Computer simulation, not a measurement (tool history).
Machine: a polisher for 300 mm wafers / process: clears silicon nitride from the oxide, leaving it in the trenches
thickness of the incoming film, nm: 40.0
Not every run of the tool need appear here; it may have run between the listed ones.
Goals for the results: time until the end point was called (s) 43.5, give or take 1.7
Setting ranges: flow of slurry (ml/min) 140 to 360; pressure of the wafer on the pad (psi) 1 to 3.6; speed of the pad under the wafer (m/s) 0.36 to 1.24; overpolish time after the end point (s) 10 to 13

run	hour	flow of slurry (ml/min)	pressure of the wafer on the pad (psi)	speed of the pad under the wafer (m/s)	overpolish time after the end point (s)	time until the end point was called (s)
1	0	230	2.3	0.8	13	72.034
2	4.8	230	2.5	0.8	13	66.572
3	6.8	230	2.5	0.8	13	68.773
4	10.6	185	2.5	0.8	13	70.351
5	16.9	185	2.5	0.8	13	69.263
6	19.8	185	2.7	0.8	13	66.81
7	25.6	195	2.9	0.82	13	61.676
8	27.9	195	2.9	0.82	13	60.535
9	30.7	200	3	0.84	13	58.07
10	33.3	200	3.6	0.92	13	47.54

Of the 4 settings listed for the next run, only one would bring every result within its allowed miss of target. Which one?
A	35.9	155	3.6	0.98	10	?
B	35.9	175	3.3	0.96	13	?
C	35.9	230	3.6	0.98	10	?
D	35.9	185	3.6	0.9	13	?

move	time until the end point was called (s)
A	47.259
B	50.051
C	44.331
D	49.712
A: an improvement on the last run, though not all results are within tolerance
B: further off than the last run
C: meets every target
D: further off than the last run
So the answer is move C, the one that meets all the targets.
